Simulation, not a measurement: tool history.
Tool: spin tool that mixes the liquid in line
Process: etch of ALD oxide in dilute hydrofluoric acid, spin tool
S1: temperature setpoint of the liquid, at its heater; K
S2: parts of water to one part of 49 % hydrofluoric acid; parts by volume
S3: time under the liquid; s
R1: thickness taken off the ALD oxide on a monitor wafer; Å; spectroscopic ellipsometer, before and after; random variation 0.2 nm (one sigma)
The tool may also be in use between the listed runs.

Run 1, hour 0: S1 295.15 K, S2 265 parts by volume, S3 325 s. Result: R1 145.71 Å.
Run 2, hour 0.9: S1 297.15 K, S2 210 parts by volume, S3 325 s. Result: R1 209.77 Å.
Run 3, hour 3.5: S1 297.15 K, S2 165 parts by volume, S3 325 s. Result: R1 279.75 Å.
Run 4, hour 6.3: S1 297.15 K, S2 165 parts by volume, S3 325 s. Result: R1 279.89 Å.
Run 5, hour 15.1: S1 297.15 K, S2 240 parts by volume, S3 325 s. Result: R1 177.38 Å.
Run 6, hour 19.4: S1 298.65 K, S2 200 parts by volume, S3 325 s. Result: R1 233.57 Å.
Run 7, hour 25.3: S1 299.65 K, S2 170 parts by volume, S3 325 s. Result: R1 296.87 Å.
Run 8, hour 31.6: S1 303.15 K, S2 100 parts by volume, S3 325 s. Result: R1 625.55 Å.
Run 9, hour 37.8: S1 302.15 K, S2 100 parts by volume, S3 325 s. Result: R1 607.98 Å.
Run 10, hour 40.1: S1 301.15 K, S2 100 parts by volume, S3 325 s. Result: R1 580.03 Å.
Run 11, hour 41.7: S1 300.15 K, S2 100 parts by volume, S3 325 s. Result: R1 562.13 Å.

Forecast run 12:
Run 12, hour 44.6: S1 296.15 K, S2 100 parts by volume, S3 325 s. Result: R1 ?.

R1: 477.51 Å
